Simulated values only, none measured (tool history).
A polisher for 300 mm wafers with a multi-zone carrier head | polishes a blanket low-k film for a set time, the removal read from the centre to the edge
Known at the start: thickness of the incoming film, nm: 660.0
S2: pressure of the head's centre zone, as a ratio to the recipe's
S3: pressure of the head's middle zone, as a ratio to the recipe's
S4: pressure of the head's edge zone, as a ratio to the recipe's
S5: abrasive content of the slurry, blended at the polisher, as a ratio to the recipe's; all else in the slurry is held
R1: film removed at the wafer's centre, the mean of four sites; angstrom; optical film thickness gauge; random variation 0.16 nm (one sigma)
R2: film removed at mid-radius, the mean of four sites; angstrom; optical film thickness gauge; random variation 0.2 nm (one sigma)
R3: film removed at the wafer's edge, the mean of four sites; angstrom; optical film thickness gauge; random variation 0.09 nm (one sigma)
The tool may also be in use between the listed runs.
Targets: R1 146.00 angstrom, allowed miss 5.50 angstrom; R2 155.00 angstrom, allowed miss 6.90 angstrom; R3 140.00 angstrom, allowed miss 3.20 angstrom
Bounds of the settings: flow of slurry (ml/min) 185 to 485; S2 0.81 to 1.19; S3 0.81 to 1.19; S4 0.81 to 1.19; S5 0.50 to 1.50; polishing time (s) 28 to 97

Run 1, hour 0.0: flow of slurry (ml/min) 310, S2 1.00, S3 1.00, S4 1.00, S5 1.00, polishing time (s) 62. Result: R1 252.98 angstrom, R2 257.23 angstrom, R3 259.82 angstrom.
Run 2, hour 0.6: flow of slurry (ml/min) 310, S2 1.00, S3 1.00, S4 0.98, S5 0.95, polishing time (s) 59. Result: R1 235.19 angstrom, R2 250.42 angstrom, R3 243.32 angstrom.
Run 3, hour 5.8: flow of slurry (ml/min) 310, S2 1.00, S3 1.00, S4 0.98, S5 1.10, polishing time (s) 59. Result: R1 250.01 angstrom, R2 254.35 angstrom, R3 257.06 angstrom.
Run 4, hour 14.3: flow of slurry (ml/min) 310, S2 1.00, S3 1.00, S4 0.98, S5 1.10, polishing time (s) 53. Result: R1 227.41 angstrom, R2 229.91 angstrom, R3 229.17 angstrom.
Run 5, hour 21.7: flow of slurry (ml/min) 310, S2 1.00, S3 0.99, S4 0.97, S5 1.00, polishing time (s) 51. Result: R1 211.24 angstrom, R2 214.14 angstrom, R3 212.53 angstrom.
Run 6, hour 27.1: flow of slurry (ml/min) 310, S2 1.00, S3 0.99, S4 0.97, S5 1.15, polishing time (s) 51. Result: R1 222.29 angstrom, R2 225.96 angstrom, R3 226.09 angstrom.
Run 7, hour 34.0: flow of slurry (ml/min) 300, S2 0.95, S3 1.00, S4 0.87, S5 0.90, polishing time (s) 41. Result: R1 153.57 angstrom, R2 165.62 angstrom, R3 157.86 angstrom.
Run 8, hour 41.3: flow of slurry (ml/min) 300, S2 0.96, S3 1.00, S4 0.86, S5 0.90, polishing time (s) 41. Result: R1 154.70 angstrom, R2 162.78 angstrom, R3 158.25 angstrom.
Run 9, hour 49.0: flow of slurry (ml/min) 300, S2 0.97, S3 1.01, S4 0.85, S5 0.85, polishing time (s) 41. Result: R1 149.46 angstrom, R2 164.75 angstrom, R3 152.78 angstrom.
Run 10, hour 54.7: flow of slurry (ml/min) 300, S2 0.98, S3 1.01, S4 0.84, S5 0.85, polishing time (s) 41. Result: R1 155.38 angstrom, R2 159.72 angstrom, R3 154.42 angstrom.
Run 11, hour 60.5: flow of slurry (ml/min) 300, S2 0.99, S3 1.10, S4 0.81, S5 0.65, polishing time (s) 41. Result: R1 142.17 angstrom, R2 158.34 angstrom, R3 137.02 angstrom.

5 next moves are on the table. One of them brings every result within its allowed miss. Which?
Run A, hour 66.3: flow of slurry (ml/min) 350, S2 0.99, S3 1.04, S4 0.82, S5 0.70, polishing time (s) 40. Result: R1 ?, R2 ?, R3 ?.
Run B, hour 66.3: flow of slurry (ml/min) 255, S2 1.14, S3 1.18, S4 0.81, S5 0.60, polishing time (s) 41. Result: R1 ?, R2 ?, R3 ?.
Run C, hour 66.3: flow of slurry (ml/min) 305, S2 1.00, S3 1.14, S4 0.82, S5 0.50, polishing time (s) 44. Result: R1 ?, R2 ?, R3 ?.
Run D, hour 66.3: flow of slurry (ml/min) 385, S2 0.98, S3 1.10, S4 0.81, S5 0.65, polishing time (s) 39. Result: R1 ?, R2 ?, R3 ?.
Run E, hour 66.3: flow of slurry (ml/min) 335, S2 0.93, S3 1.13, S4 0.85, S5 0.65, polishing time (s) 42. Result: R1 ?, R2 ?, R3 ?.

move      R1      R2      R3
   A  142.04  153.03  140.28
   B  152.66  159.30  131.46
   C  136.98  158.13  134.25
   D  134.51  153.39  133.18
   E  135.64  167.09  144.24
A: meets every target
B: further off than the last run
C: further off than the last run
D: further off than the last run
E: takes the result that was furthest off past its target
The right move is A.
